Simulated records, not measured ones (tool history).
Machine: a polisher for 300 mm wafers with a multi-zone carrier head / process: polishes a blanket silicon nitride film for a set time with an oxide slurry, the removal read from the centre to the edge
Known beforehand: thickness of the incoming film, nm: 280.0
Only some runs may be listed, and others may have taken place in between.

run	hour	flow of slurry (ml/min)	pressure of the head's centre zone	pressure of the head's middle zone	pressure of the head's edge zone	abrasive content of the slurry	polishing time (s)	film removed at the wafer's centre (Å)	film removed at mid-radius (Å)	film removed at the wafer's edge (Å)
1	0	205	1	1	1	1	59	444.21	461.07	445.61
2	2	205	1	1	1	1.1	59	478.04	471.66	466.75
3	4.2	215	0.99	1.04	1.03	1.1	59	476.13	497.32	479.07
4	6.9	230	0.99	1.07	1.05	1.1	59	481.35	519.41	482.12
5	14.5	190	0.99	1.07	1.05	1.1	59	467.64	495.69	472.51
6	16	210	0.99	1.09	1.07	1.1	59	484.73	510.86	483.85

Run 7 is up next; what results do you expect?
7	17.2	225	0.98	1.1	1.09	1.1	59	?	?	?

Logged for run 7: film removed at the wafer's centre (Å) 475.89, film removed at mid-radius (Å) 527.24, film removed at the wafer's edge (Å) 486.62.

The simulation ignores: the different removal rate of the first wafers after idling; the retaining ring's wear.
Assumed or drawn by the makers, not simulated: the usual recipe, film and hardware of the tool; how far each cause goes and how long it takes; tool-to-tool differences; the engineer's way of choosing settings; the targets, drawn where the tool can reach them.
